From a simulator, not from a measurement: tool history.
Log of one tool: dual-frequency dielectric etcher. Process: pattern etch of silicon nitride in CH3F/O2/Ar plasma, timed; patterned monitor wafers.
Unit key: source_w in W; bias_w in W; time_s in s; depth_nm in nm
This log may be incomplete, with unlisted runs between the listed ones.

run 1 hour=0.0 | source_w=340 bias_w=68 time_s=40.0 | depth_nm=26.425
run 2 hour=4.4 | source_w=340 bias_w=73 time_s=40.0 | depth_nm=26.797
run 3 hour=9.7 | source_w=340 bias_w=64 time_s=40.0 | depth_nm=25.989
run 4 hour=16.4 | source_w=340 bias_w=74 time_s=40.0 | depth_nm=26.879
run 5 hour=24.9 | source_w=310 bias_w=74 time_s=40.0 | depth_nm=26.352
run 6 hour=32.8 | source_w=300 bias_w=71 time_s=39.5 | depth_nm=25.601
run 7 hour=40.8 | source_w=290 bias_w=69 time_s=39.0 | depth_nm=24.823

Run 8 is up next; what results do you expect?
run 8 hour=44.9 | source_w=280 bias_w=68 time_s=39.0 | depth_nm=?

Run 8 gave depth_nm 24.552 nm.
